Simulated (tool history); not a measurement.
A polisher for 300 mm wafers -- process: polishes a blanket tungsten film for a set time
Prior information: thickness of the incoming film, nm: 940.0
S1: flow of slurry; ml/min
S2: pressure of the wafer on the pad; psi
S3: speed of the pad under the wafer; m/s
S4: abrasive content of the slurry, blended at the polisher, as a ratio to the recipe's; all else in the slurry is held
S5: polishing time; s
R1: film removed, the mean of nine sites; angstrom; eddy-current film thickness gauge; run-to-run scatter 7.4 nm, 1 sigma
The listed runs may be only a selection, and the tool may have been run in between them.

run	day	S1	S2	S3	S4	S5	R1
1	0.000	155	4.3	1.28	1.0	70	5778.5
2	0.204	155	4.3	1.02	1.0	70	4836.1
3	0.496	125	4.3	1.02	1.0	70	4703.4
4	0.642	125	4.3	0.72	1.0	70	3451.2
5	0.858	125	4.3	0.98	1.0	70	4474.0
6	1.121	125	4.3	1.24	1.0	70	5530.7

Expected results for the next run?
7	1.329	160	5.5	1.26	1.0	70	?

R1: 6771.9 angstrom
